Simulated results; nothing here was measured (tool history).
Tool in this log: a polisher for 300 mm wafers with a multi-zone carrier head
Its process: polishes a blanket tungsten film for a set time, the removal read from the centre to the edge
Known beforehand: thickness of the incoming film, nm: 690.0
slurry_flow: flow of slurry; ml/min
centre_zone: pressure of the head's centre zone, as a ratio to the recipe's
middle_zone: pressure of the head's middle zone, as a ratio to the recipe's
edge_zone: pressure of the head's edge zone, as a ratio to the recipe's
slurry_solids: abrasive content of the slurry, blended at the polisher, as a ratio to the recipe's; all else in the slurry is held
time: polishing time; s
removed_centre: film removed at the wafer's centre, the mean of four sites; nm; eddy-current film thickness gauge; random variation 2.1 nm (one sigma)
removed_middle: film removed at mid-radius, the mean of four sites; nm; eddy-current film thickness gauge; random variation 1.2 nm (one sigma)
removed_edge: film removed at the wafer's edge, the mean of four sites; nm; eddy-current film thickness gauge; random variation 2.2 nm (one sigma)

run,hour,slurry_flow,centre_zone,middle_zone,edge_zone,slurry_solids,time,removed_centre,removed_middle,removed_edge
1,0,170,1,1,1,1,40,236.37,238.32,237.62
2,6.1,170,1,1.03,1,1,40,235.21,245.55,235.25
3,11.7,165,0.98,1.02,0.99,0.95,40,225.16,237.61,224.47
4,20,125,0.98,1.02,0.99,0.95,40,205.15,224.56,221.94
5,27.8,125,0.98,0.98,0.99,0.95,40,213.17,215.45,217.73
6,31.4,125,0.98,0.98,0.99,0.8,40,202.45,207.45,212.7
7,39.6,125,0.96,0.98,0.97,0.8,40,199.97,207.34,206.07
8,48.6,120,0.94,0.98,0.97,0.75,40,182.51,200.63,202.77
9,51.2,120,0.93,0.97,0.96,0.75,40,182.04,196.1,198.75
10,56.5,120,0.92,0.97,0.95,0.75,40,181.61,199.03,201.77
11,59.4,115,0.88,0.98,0.86,0.5,38,140.79,161.4,156.25
12,65.7,125,0.88,0.98,0.87,0.5,38,146.34,167.59,157.32
13,71,125,0.88,0.98,0.87,0.5,38,145.19,163.92,157.07
14,71.7,125,0.88,0.98,0.87,0.5,38,144,165.71,155.04
15,75.5,125,0.88,0.98,0.89,0.5,38,145.25,165.35,161.23
16,84.3,175,0.88,1.03,0.94,0.55,38,158.04,191.67,177.75

For run 17, what comes out?
17,87.3,170,0.88,1.03,0.94,0.55,38,?,?,?

Run 17 yielded removed_centre 159.17 nm, removed_middle 187.7 nm, removed_edge 173.87 nm.

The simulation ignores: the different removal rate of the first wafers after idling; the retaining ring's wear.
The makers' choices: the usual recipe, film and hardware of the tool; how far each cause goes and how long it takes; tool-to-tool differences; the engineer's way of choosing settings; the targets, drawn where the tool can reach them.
